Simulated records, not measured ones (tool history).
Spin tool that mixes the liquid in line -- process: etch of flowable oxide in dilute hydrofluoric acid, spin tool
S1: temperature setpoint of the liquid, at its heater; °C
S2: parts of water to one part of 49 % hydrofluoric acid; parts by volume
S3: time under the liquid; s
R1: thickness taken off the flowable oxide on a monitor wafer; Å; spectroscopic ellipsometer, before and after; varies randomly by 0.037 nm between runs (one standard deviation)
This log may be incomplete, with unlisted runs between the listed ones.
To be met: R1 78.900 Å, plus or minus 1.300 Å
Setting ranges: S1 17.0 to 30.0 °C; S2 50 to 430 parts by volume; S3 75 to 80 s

run  hour    S1   S2  S3       R1
  1   0.0  22.0  240  75  106.770
  2   8.4  21.0  245  75  100.780
  3   9.3  21.0  245  80  107.850
  4  15.8  20.0  250  80  101.240
  5  18.2  17.5  250  80   91.805
  6  24.8  17.5  255  80   89.718
  7  33.0  17.5  260  80   87.773
  8  40.2  17.5  265  80   85.059
  9  49.2  17.0  270  80   82.012

Exactly one of the 5 candidate moves below puts every result within its allowed miss. Which one?
  A  58.2  17.0  265  75   ?
  B  58.2  17.5  270  80   ?
  C  58.2  18.0  265  75   ?
  D  58.2  18.5  285  80   ?
  E  58.2  17.0  255  75   ?

move      R1
   A  78.953
   B  83.896
   C  82.037
   D  81.476
   E  82.761
A: all results in spec
B: further off than the last run
C: just as far off the targets as the last run
D: closer than the last run, but not yet in spec
E: further off than the last run
A meets every target.
